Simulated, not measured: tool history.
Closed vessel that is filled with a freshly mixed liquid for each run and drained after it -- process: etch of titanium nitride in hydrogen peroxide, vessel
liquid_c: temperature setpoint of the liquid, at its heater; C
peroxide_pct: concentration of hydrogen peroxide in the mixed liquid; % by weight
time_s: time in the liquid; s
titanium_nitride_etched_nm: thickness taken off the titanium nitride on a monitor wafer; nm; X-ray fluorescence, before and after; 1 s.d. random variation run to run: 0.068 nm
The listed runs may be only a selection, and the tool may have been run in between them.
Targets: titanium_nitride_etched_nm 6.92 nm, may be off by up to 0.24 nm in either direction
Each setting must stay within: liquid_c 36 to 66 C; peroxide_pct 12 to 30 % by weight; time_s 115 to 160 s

| run | hour | liquid_c | peroxide_pct | time_s | titanium_nitride_etched_nm |
|---|---|---|---|---|---|
| 1 | 0 | 52 | 21.5 | 160 | 14.851 |
| 2 | 0.7 | 49.5 | 21.5 | 160 | 12.387 |
| 3 | 6.6 | 49.5 | 21.5 | 160 | 12.534 |
| 4 | 7.9 | 49.5 | 19.5 | 160 | 12.128 |
| 5 | 9 | 48 | 19.5 | 160 | 11.037 |
| 6 | 16.9 | 46.5 | 19.5 | 160 | 9.6832 |
| 7 | 19.5 | 45.5 | 19.5 | 160 | 9.2491 |
| 8 | 21.4 | 44.5 | 19.5 | 160 | 8.5375 |
| 9 | 24 | 44 | 19.5 | 160 | 8.1719 |
| 10 | 28.8 | 43.5 | 19.5 | 160 | 7.9538 |
| 11 | 29.6 | 43 | 19.5 | 160 | 7.6384 |
| 12 | 37.5 | 42.5 | 19.5 | 160 | 7.4065 |

4 candidate next runs follow, results not yet known. Just one meets every target within its allowed miss. Identify it.
| A | 45.4 | 42.5 | 14.5 | 160 | ? |
| B | 45.4 | 48 | 21.5 | 115 | ? |
| C | 45.4 | 43 | 19 | 160 | ? |
| D | 45.4 | 44 | 12.5 | 160 | ? |

| move | titanium_nitride_etched_nm |
|---|---|
| A | 6.8232 |
| B | 8.0291 |
| C | 7.5033 |
| D | 7.4058 |
A: each result inside its tolerance
B: further off than the last run
C: further off than the last run
D: no nearer and no further than the last run
Correct choice: A, which meets every target

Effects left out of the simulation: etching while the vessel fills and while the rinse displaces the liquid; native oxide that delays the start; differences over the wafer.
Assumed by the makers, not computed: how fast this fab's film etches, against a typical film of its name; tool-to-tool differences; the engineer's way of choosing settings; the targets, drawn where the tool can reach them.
